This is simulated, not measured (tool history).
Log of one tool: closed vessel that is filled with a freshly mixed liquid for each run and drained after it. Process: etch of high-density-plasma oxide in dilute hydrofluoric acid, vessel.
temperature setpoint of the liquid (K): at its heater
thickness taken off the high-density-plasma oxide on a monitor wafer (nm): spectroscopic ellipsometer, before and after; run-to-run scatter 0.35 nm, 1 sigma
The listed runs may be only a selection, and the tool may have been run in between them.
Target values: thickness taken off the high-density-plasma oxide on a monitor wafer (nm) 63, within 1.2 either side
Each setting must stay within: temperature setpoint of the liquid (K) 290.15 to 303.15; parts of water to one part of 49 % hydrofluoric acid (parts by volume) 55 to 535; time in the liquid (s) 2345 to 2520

| run | hour | temperature setpoint of the liquid (K) | parts of water to one part of 49 % hydrofluoric acid (parts by volume) | time in the liquid (s) | thickness taken off the high-density-plasma oxide on a monitor wafer (nm) |
|---|---|---|---|---|---|
| 1 | 0 | 295.15 | 295 | 2345 | 43.931 |
| 2 | 5.5 | 296.15 | 295 | 2345 | 45.373 |
| 3 | 12.5 | 292.65 | 295 | 2345 | 39.221 |
| 4 | 16.7 | 293.65 | 295 | 2345 | 41.16 |
| 5 | 18.7 | 293.65 | 295 | 2345 | 40.982 |
| 6 | 25.7 | 294.65 | 295 | 2345 | 42.731 |
| 7 | 34.6 | 294.65 | 295 | 2345 | 43.05 |
| 8 | 36 | 295.65 | 295 | 2345 | 44.117 |
| 9 | 41.7 | 296.15 | 295 | 2345 | 45.225 |
| 10 | 43.4 | 296.65 | 295 | 2345 | 45.886 |
| 11 | 52.4 | 297.15 | 295 | 2345 | 46.707 |
| 12 | 60.8 | 297.65 | 295 | 2345 | 47.351 |
| 13 | 64.7 | 298.15 | 290 | 2345 | 49.405 |
| 14 | 73.2 | 298.65 | 290 | 2345 | 50.413 |
| 15 | 81.3 | 299.15 | 290 | 2345 | 50.613 |
| 16 | 88.9 | 299.65 | 290 | 2345 | 52.161 |

Next run, 5 choices. One meets every target within its allowed miss, the rest don't. Which?
| A | 96.5 | 299.15 | 250 | 2520 | ? |
| B | 96.5 | 299.65 | 265 | 2520 | ? |
| C | 96.5 | 298.15 | 230 | 2345 | ? |
| D | 96.5 | 296.65 | 220 | 2345 | ? |
| E | 96.5 | 300.65 | 245 | 2360 | ? |

| move | thickness taken off the high-density-plasma oxide on a monitor wafer (nm) |
|---|---|
| A | 66.622 |
| B | 62.939 |
| C | 66.442 |
| D | 66.481 |
| E | 67.432 |
A: moves the result that the last run missed by most past its target, out the other side
B: all results in spec
C: moves the result that the last run missed by most past its target, out the other side
D: moves the result that the last run missed by most past its target, out the other side
E: moves the result that the last run missed by most past its target, out the other side
B meets every target.
